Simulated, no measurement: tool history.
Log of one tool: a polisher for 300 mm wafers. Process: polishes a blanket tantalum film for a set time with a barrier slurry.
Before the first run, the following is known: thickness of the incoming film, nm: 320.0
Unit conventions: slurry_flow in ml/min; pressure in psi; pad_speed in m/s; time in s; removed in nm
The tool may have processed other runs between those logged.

run,hour,slurry_flow,pressure,pad_speed,slurry_solids,time,removed
1,0.0,185,1.5,0.82,1.0,43,43.273
2,8.8,185,1.3,0.82,1.0,43,37.653
3,16.8,195,1.4,0.82,1.0,43,40.500
4,21.8,195,1.6,0.82,1.0,43,46.575
5,28.3,195,1.6,0.82,0.8,43,43.631
6,29.2,200,1.7,0.82,0.8,43,46.668

What will run 7 give?
7,34.1,205,1.7,0.82,0.8,43,?

Run 7 measured removed 47.391 nm.
